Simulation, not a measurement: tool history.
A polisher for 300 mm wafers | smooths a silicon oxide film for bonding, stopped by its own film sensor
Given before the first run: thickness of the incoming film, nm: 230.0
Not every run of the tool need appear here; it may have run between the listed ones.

run	hour	flow of slurry (ml/min)	pressure of the wafer on the pad (psi)	speed of the pad under the wafer (m/s)	abrasive content of the slurry	target thickness at which the film sensor stops the polish (Å)	time until the film sensor stopped the polish (s)
1	0	145	1.3	0.86	1	2040	67.939
2	4.5	145	1.5	0.88	1	2040	61.832
3	8.6	145	1.6	0.94	1	2040	56.757
4	15.9	170	1.6	0.94	1	2040	55.691
5	18.3	170	1.7	1	1	2040	49.845
6	22.8	170	1.8	1.02	1	2040	45.533
7	28.2	170	1.9	1.02	1	2040	44.912
8	36.3	170	1.9	1.04	1	2040	43.846
9	37.8	170	1.9	1.06	1	2040	43.039

What will run 10 give?
10	41.8	170	1.9	1.08	1	2040	?

time until the film sensor stopped the polish (s): 42.433

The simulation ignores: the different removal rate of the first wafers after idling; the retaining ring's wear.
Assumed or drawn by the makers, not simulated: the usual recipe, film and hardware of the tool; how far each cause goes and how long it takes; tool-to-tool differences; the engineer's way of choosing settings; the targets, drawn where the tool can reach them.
